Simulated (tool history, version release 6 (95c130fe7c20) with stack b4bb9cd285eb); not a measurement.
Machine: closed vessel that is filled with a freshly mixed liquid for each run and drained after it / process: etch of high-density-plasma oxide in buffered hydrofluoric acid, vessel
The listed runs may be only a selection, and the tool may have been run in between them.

run	day	temperature setpoint of the liquid (°C)	parts of 40 % ammonium fluoride to one part of 49 % hydrofluoric acid (parts by volume)	time in the liquid (s)	thickness taken off the high-density-plasma oxide on a monitor wafer (angstrom)
1	0	22	20.5	105	538.62
2	0.138	24	20.5	105	602.58
3	0.192	24	16	105	764.92
4	0.242	25.5	16	105	823.77
5	0.35	25.5	16	110	867.59
6	0.533	23	18	110	677.12
7	0.908	21	18.5	110	588.01
8	1.225	19.5	19	110	530.28

Forecast run 9:
9	1.45	18.5	19.5	110	?

Run 9 came out at thickness taken off the high-density-plasma oxide on a monitor wafer (angstrom) 481.72.
